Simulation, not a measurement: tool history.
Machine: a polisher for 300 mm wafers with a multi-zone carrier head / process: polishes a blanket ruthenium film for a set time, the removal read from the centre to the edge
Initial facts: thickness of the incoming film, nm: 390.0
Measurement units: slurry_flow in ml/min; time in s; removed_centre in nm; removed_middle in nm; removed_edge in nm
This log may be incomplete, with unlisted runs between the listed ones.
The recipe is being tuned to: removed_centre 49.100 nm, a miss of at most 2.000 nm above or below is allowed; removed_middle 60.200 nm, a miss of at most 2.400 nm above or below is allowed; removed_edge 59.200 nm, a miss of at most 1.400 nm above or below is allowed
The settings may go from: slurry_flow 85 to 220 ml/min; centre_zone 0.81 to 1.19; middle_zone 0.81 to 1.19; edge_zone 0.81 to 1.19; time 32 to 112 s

run  hour  slurry_flow  centre_zone  middle_zone  edge_zone  time  removed_centre  removed_middle  removed_edge
  1   0.0          140         1.00         1.00       1.00    72          79.872          79.799        80.925
  2   1.7          125         0.94         1.00       0.97    67          69.278          73.683        72.740
  3  10.5          125         0.94         1.07       0.97    67          69.127          77.853        73.148
  4  13.6          115         0.90         1.05       0.97    63          61.496          72.886        68.368
  5  15.6          105         0.87         1.02       0.96    60          55.411          66.323        63.595
  6  19.8          105         0.96         1.02       0.96    60          60.420          65.904        63.553
  7  24.3          100         0.92         1.01       0.96    59          57.364          64.690        61.526
  8  33.3           95         0.89         0.99       0.97    58          53.839          60.016        60.888
  9  38.7           90         0.87         1.00       0.96    58          52.543          59.907        60.154

5 next moves are on the table. One of them brings every result within its allowed miss. Which?
  A  44.1           90         0.93         0.95       0.93    58               ?               ?             ?
  B  44.1           85         0.90         0.93       0.96    58               ?               ?             ?
  C  44.1          100         0.81         0.98       0.92    57               ?               ?             ?
  D  44.1          115         0.96         0.96       0.89    58               ?               ?             ?
  E  44.1           95         0.89         0.97       0.90    58               ?               ?             ?

move  removed_centre  removed_middle  removed_edge
   A          56.139          57.901        59.280
   B          53.722          56.283        59.744
   C          49.414          59.575        58.710
   D          60.854          61.003        59.866
   E          54.444          59.524        58.779
A: its largest miss is bigger than the last run's
B: its largest miss is bigger than the last run's
C: in spec on every target
D: its largest miss is bigger than the last run's
E: its largest miss is bigger than the last run's
Go with C: it meets all targets.
